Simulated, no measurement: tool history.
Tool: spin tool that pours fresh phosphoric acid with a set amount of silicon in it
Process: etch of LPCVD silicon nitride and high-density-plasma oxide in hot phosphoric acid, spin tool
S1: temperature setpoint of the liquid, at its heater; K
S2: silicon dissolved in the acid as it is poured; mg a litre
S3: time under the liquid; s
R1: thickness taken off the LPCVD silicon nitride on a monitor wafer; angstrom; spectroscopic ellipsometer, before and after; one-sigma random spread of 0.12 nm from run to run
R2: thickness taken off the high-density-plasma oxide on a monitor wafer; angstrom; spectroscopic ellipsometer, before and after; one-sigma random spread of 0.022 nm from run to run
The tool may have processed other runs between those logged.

{"run": 1, "hour": 0.0, "S1": 433.15, "S2": 28, "S3": 135, "R1": 126.76, "R2": 1.4146}
{"run": 2, "hour": 0.9, "S1": 434.15, "S2": 33.5, "S3": 145, "R1": 140.61, "R2": 1.7398}
{"run": 3, "hour": 4.1, "S1": 434.15, "S2": 37.5, "S3": 160, "R1": 155.8, "R2": 0.94202}
{"run": 4, "hour": 11.4, "S1": 434.65, "S2": 39, "S3": 165, "R1": 162.12, "R2": 1.2019}
{"run": 5, "hour": 13.3, "S1": 435.15, "S2": 41.5, "S3": 175, "R1": 175.58, "R2": 1.0106}
{"run": 6, "hour": 20.4, "S1": 434.15, "S2": 41.5, "S3": 175, "R1": 169.16, "R2": 0.81907}

For run 7, what comes out?
{"run": 7, "hour": 21.9, "S1": 434.65, "S2": 43, "S3": 180, "R1": "?", "R2": "?"}

{"run 7": {"R1": 175.97, "R2": 0.71248}}
